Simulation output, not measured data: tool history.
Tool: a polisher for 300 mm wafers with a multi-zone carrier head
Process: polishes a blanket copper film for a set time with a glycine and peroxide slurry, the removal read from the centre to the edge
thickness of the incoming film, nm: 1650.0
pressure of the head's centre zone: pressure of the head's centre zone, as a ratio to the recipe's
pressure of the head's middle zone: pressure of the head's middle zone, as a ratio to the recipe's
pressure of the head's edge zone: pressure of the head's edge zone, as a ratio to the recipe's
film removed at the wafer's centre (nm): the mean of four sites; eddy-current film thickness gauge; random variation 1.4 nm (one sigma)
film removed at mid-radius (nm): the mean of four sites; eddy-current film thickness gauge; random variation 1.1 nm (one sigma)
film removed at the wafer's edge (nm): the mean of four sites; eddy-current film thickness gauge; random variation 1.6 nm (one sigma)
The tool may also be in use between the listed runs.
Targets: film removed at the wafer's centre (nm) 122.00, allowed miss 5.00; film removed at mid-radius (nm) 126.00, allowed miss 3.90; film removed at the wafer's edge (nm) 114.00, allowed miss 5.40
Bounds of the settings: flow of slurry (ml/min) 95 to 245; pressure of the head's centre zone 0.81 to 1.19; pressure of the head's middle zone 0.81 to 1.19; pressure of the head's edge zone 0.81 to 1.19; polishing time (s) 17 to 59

| run | hour | flow of slurry (ml/min) | pressure of the head's centre zone | pressure of the head's middle zone | pressure of the head's edge zone | polishing time (s) | film removed at the wafer's centre (nm) | film removed at mid-radius (nm) | film removed at the wafer's edge (nm) |
|---|---|---|---|---|---|---|---|---|---|
| 1 | 0.0 | 155 | 1.00 | 1.00 | 1.00 | 38 | 171.57 | 176.09 | 176.44 |
| 2 | 0.9 | 155 | 1.00 | 1.00 | 0.97 | 35 | 156.67 | 162.30 | 163.62 |
| 3 | 1.4 | 155 | 1.02 | 1.02 | 0.95 | 32 | 146.45 | 150.89 | 150.59 |
| 4 | 2.0 | 155 | 1.04 | 1.04 | 0.92 | 30 | 143.15 | 142.42 | 136.37 |
| 5 | 5.9 | 155 | 1.04 | 1.04 | 0.87 | 30 | 139.08 | 141.63 | 133.77 |
| 6 | 6.7 | 155 | 0.96 | 1.04 | 0.87 | 30 | 130.72 | 143.78 | 134.87 |
| 7 | 7.7 | 150 | 0.98 | 1.05 | 0.86 | 29 | 126.36 | 139.63 | 131.55 |
| 8 | 11.8 | 150 | 1.00 | 1.06 | 0.85 | 28 | 126.75 | 133.41 | 122.32 |
| 9 | 17.0 | 145 | 1.00 | 1.06 | 0.84 | 28 | 126.26 | 134.02 | 123.69 |
| 10 | 18.1 | 140 | 1.01 | 1.06 | 0.83 | 28 | 124.67 | 135.28 | 125.01 |

Which of these 4 next moves meets every target?
| A | 19.2 | 160 | 1.05 | 1.07 | 0.81 | 26 | ? | ? | ? |
| B | 19.2 | 130 | 0.94 | 1.04 | 0.82 | 32 | ? | ? | ? |
| C | 19.2 | 130 | 1.01 | 0.96 | 0.86 | 30 | ? | ? | ? |
| D | 19.2 | 195 | 1.18 | 1.06 | 0.88 | 24 | ? | ? | ? |

| move | film removed at the wafer's centre (nm) | film removed at mid-radius (nm) | film removed at the wafer's edge (nm) |
|---|---|---|---|
| A | 122.70 | 127.80 | 115.41 |
| B | 130.99 | 150.02 | 139.89 |
| C | 131.95 | 132.73 | 133.36 |
| D | 130.85 | 119.93 | 111.47 |
A: meets every target
B: further off than the last run
C: further off than the last run
D: takes the result that was furthest off past its target
Answer: A
